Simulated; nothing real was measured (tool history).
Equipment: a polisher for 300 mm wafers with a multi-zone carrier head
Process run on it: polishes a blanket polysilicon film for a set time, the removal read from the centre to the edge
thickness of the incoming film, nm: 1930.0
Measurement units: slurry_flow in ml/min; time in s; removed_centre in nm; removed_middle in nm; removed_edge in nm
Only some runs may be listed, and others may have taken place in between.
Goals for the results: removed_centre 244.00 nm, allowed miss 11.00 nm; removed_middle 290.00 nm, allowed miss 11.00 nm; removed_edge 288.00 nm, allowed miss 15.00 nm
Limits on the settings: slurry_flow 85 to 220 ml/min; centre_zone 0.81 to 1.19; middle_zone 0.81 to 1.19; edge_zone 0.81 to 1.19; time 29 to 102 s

run	hour	slurry_flow	centre_zone	middle_zone	edge_zone	time	removed_centre	removed_middle	removed_edge
1	0.0	140	1.00	1.00	1.00	65	411.72	398.58	400.66
2	1.3	135	0.98	1.00	1.00	63	389.22	389.13	378.26
3	2.5	135	0.98	1.00	1.00	79	488.24	486.63	478.43
4	5.8	135	0.98	1.00	1.00	65	394.68	397.27	405.91
5	11.1	135	0.97	1.00	0.99	63	376.47	379.45	387.07
6	14.8	135	0.96	1.01	0.98	61	361.49	371.78	374.74
7	17.3	135	0.96	1.01	0.98	61	368.03	372.45	371.95
8	23.7	130	0.95	1.01	0.98	60	358.43	367.87	361.54
9	29.4	130	0.94	1.01	0.99	58	337.65	354.14	353.72
10	34.2	125	0.93	1.01	0.99	57	327.06	348.20	348.69

Next run, 4 choices. One meets every target within its allowed miss, the rest don't. Which?
A	39.0	160	0.87	0.87	1.08	70	?	?	?
B	39.0	125	0.87	1.07	1.07	46	?	?	?
C	39.0	135	0.86	0.92	1.07	68	?	?	?
D	39.0	125	0.81	0.83	1.19	56	?	?	?

move	removed_centre	removed_middle	removed_edge
A	395.41	390.89	469.04
B	244.70	289.52	294.43
C	364.78	383.87	441.83
D	276.70	285.07	379.70
A: misses by more than the last run did
B: each result inside its tolerance
C: misses by more than the last run did
D: nearer than the last run, and not there yet
The move that meets every target is B.
